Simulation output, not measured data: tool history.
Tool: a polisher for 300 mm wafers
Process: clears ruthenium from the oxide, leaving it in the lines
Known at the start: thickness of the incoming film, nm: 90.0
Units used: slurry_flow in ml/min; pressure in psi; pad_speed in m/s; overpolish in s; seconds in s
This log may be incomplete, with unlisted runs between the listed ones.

{"run": 1, "hour": 0.0, "slurry_flow": 140, "pressure": 1.7, "pad_speed": 0.82, "overpolish": 25, "seconds": 116.63}
{"run": 2, "hour": 5.4, "slurry_flow": 140, "pressure": 2.1, "pad_speed": 0.82, "overpolish": 25, "seconds": 95.848}
{"run": 3, "hour": 10.3, "slurry_flow": 160, "pressure": 2.1, "pad_speed": 0.82, "overpolish": 25, "seconds": 91.499}
{"run": 4, "hour": 16.1, "slurry_flow": 175, "pressure": 2.1, "pad_speed": 0.82, "overpolish": 25, "seconds": 90.861}
{"run": 5, "hour": 17.4, "slurry_flow": 175, "pressure": 2.1, "pad_speed": 0.96, "overpolish": 25, "seconds": 79.693}
{"run": 6, "hour": 20.6, "slurry_flow": 175, "pressure": 2.1, "pad_speed": 0.96, "overpolish": 26, "seconds": 78.09}

For run 7, what comes out?
{"run": 7, "hour": 25.9, "slurry_flow": 175, "pressure": 1.9, "pad_speed": 0.92, "overpolish": 26, "seconds": "?"}

Logged for run 7: seconds 89.342 s.

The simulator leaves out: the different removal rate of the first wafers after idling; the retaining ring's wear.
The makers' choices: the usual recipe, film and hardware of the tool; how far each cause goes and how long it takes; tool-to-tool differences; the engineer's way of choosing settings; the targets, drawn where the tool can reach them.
